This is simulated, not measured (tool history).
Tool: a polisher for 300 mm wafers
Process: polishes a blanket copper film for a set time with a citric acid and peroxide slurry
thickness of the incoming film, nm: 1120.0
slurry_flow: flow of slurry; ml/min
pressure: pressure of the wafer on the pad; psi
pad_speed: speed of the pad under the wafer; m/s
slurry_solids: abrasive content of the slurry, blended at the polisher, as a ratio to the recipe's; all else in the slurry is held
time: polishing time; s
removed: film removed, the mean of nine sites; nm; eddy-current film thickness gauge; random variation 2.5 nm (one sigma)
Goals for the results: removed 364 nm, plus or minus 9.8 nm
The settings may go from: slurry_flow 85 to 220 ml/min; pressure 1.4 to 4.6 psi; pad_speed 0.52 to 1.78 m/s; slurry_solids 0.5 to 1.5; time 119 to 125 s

run  hour  slurry_flow  pressure  pad_speed  slurry_solids  time  removed
  1     0          140         3       1.14              1   119   304.31
  2   8.5          150       3.1       1.14              1   119   311.92
  3    17          150       3.2       1.14              1   119   322.01
  4  24.1          150       3.3       1.14              1   119   330.34
  5  29.4          140       3.3       1.14              1   119   324.61
  6  30.8          140       2.6       1.14              1   119   258.66
  7  36.8          150       2.9       1.14              1   119   295.44
  8  42.6          165         3       1.14              1   119   303.47
  9  48.3          165       3.2       1.14              1   119    325.6

Exercise: of the 5 proposed moves below, exactly one satisfies all targets within the stated allowed misses. Which move is it?
  A    54          160       3.9       1.06           1.15   123        ?
  B    54          125       3.5       1.08              1   121        ?
  C    54          160       3.2       1.24              1   123        ?
  D    54          190       3.4       0.78              1   123        ?
  E    54          175       2.7       1.22              1   125        ?

move  removed
   A   401.56
   B   336.78
   C   364.93
   D   267.12
   E   313.41
A: pushes the last run's worst result past its target
B: nearer than the last run, and not there yet
C: each result inside its tolerance
D: the biggest miss grows against the last run
E: the biggest miss grows against the last run
C is the move that brings every result within its allowed miss.

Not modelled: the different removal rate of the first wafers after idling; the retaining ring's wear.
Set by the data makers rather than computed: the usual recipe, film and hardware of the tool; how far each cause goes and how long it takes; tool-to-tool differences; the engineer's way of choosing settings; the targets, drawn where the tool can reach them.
